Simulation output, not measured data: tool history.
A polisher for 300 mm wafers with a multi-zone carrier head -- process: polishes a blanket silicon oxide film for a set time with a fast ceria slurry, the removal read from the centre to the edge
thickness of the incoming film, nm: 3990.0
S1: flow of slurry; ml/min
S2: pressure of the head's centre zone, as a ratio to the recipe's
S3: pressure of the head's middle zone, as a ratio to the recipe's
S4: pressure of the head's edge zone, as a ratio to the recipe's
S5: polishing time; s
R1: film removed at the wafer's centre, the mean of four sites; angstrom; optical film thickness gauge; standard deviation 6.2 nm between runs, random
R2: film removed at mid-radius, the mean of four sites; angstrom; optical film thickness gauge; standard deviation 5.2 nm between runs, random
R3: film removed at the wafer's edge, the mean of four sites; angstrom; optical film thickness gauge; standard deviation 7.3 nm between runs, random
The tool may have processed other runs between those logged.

run 1 day=0.000 | S1=240 S2=1.00 S3=1.00 S4=1.00 S5=33 | R1=5357.1 R2=5460.2 R3=5272.1
run 2 day=0.033 | S1=240 S2=0.97 S3=1.00 S4=1.00 S5=33 | R1=5182.4 R2=5481.0 R3=5305.7
run 3 day=0.108 | S1=240 S2=0.97 S3=1.00 S4=1.00 S5=41 | R1=6546.7 R2=6741.6 R3=6811.2
run 4 day=0.208 | S1=240 S2=0.97 S3=1.08 S4=1.00 S5=41 | R1=6419.8 R2=7165.2 R3=6605.4
run 5 day=0.250 | S1=240 S2=0.97 S3=1.08 S4=0.96 S5=41 | R1=6420.2 R2=7249.8 R3=6704.1
run 6 day=0.475 | S1=240 S2=0.96 S3=1.08 S4=0.96 S5=41 | R1=6454.6 R2=7203.6 R3=6464.1
run 7 day=0.833 | S1=240 S2=0.95 S3=1.08 S4=0.97 S5=41 | R1=6327.6 R2=7222.3 R3=6504.5

The next listed run, before its measurement:
run 8 day=0.883 | S1=240 S2=0.94 S3=1.08 S4=0.98 S5=41 | R1=? R2=? R3=?

R1: 6309.6 angstrom
R2: 7268.4 angstrom
R3: 6627.8 angstrom
